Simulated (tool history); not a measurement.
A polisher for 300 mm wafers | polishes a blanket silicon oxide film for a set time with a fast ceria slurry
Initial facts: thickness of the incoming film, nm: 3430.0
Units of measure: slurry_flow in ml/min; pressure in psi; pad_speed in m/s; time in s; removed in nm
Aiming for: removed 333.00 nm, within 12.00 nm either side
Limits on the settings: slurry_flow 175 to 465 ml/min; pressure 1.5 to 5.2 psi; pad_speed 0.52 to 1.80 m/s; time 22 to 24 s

| run | hour | slurry_flow | pressure | pad_speed | time | removed |
|---|---|---|---|---|---|---|
| 1 | 0.0 | 295 | 3.3 | 1.16 | 24 | 434.43 |
| 2 | 2.2 | 295 | 3.1 | 1.16 | 24 | 426.10 |
| 3 | 11.1 | 295 | 3.1 | 1.38 | 24 | 489.10 |
| 4 | 18.5 | 295 | 2.8 | 1.38 | 24 | 445.59 |
| 5 | 26.1 | 295 | 2.6 | 1.38 | 24 | 420.05 |
| 6 | 33.5 | 295 | 2.4 | 1.38 | 24 | 402.11 |
| 7 | 34.6 | 295 | 2.3 | 1.38 | 24 | 393.12 |
| 8 | 41.7 | 295 | 2.2 | 1.38 | 24 | 379.87 |
| 9 | 46.9 | 295 | 2.1 | 1.38 | 24 | 366.59 |
| 10 | 54.9 | 295 | 2.0 | 1.38 | 24 | 352.05 |

Of the 4 settings listed for the next run, only one would bring every result within its allowed miss of target. Which one?
| A | 62.9 | 345 | 2.7 | 1.32 | 22 | ? |
| B | 62.9 | 305 | 2.3 | 1.28 | 22 | ? |
| C | 62.9 | 260 | 2.1 | 1.52 | 24 | ? |
| D | 62.9 | 315 | 2.2 | 1.34 | 24 | ? |

| move | removed |
|---|---|
| A | 399.11 |
| B | 340.33 |
| C | 395.80 |
| D | 376.33 |
A: misses by more than the last run did
B: each result inside its tolerance
C: misses by more than the last run did
D: misses by more than the last run did
The move that meets every target is B.
